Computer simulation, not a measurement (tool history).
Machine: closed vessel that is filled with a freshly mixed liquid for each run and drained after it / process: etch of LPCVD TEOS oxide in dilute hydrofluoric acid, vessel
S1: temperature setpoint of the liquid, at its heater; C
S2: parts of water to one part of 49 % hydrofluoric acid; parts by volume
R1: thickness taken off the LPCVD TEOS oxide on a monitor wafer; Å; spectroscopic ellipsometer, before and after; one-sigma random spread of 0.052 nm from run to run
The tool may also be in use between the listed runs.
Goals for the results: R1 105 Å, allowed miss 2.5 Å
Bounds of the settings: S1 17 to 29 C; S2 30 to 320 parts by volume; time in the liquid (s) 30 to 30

{"run": 1, "hour": 0.0, "S1": 21, "S2": 175, "time in the liquid (s)": 30, "R1": 37.633}
{"run": 2, "hour": 1.8, "S1": 21, "S2": 175, "time in the liquid (s)": 30, "R1": 37.631}
{"run": 3, "hour": 2.8, "S1": 22, "S2": 160, "time in the liquid (s)": 30, "R1": 43.304}
{"run": 4, "hour": 4.8, "S1": 22, "S2": 110, "time in the liquid (s)": 30, "R1": 66.869}
{"run": 5, "hour": 6.6, "S1": 23, "S2": 105, "time in the liquid (s)": 30, "R1": 73.153}
{"run": 6, "hour": 8.4, "S1": 23, "S2": 105, "time in the liquid (s)": 30, "R1": 72.935}
{"run": 7, "hour": 15.9, "S1": 24, "S2": 105, "time in the liquid (s)": 30, "R1": 76.466}
{"run": 8, "hour": 23.2, "S1": 24.5, "S2": 105, "time in the liquid (s)": 30, "R1": 77.584}
{"run": 9, "hour": 29.1, "S1": 28.5, "S2": 80, "time in the liquid (s)": 30, "R1": 123.5}
{"run": 10, "hour": 33.5, "S1": 25.5, "S2": 80, "time in the liquid (s)": 30, "R1": 109.95}

Below are 4 possible settings for the next run. Only one of them brings all results inside the allowed miss of their targets. Which is it?
{"run": "A", "hour": 37.9, "S1": 27, "S2": 80, "time in the liquid (s)": 30, "R1": "?"}
{"run": "B", "hour": 37.9, "S1": 28, "S2": 85, "time in the liquid (s)": 30, "R1": "?"}
{"run": "C", "hour": 37.9, "S1": 27.5, "S2": 85, "time in the liquid (s)": 30, "R1": "?"}
{"run": "D", "hour": 37.9, "S1": 24.5, "S2": 80, "time in the liquid (s)": 30, "R1": "?"}

move=A R1=115.51
move=B R1=112.26
move=C R1=110.11
move=D R1=104.62
A: its largest miss is bigger than the last run's
B: its largest miss is bigger than the last run's
C: neither nearer nor further off than the last run
D: in spec on every target
D meets every target.

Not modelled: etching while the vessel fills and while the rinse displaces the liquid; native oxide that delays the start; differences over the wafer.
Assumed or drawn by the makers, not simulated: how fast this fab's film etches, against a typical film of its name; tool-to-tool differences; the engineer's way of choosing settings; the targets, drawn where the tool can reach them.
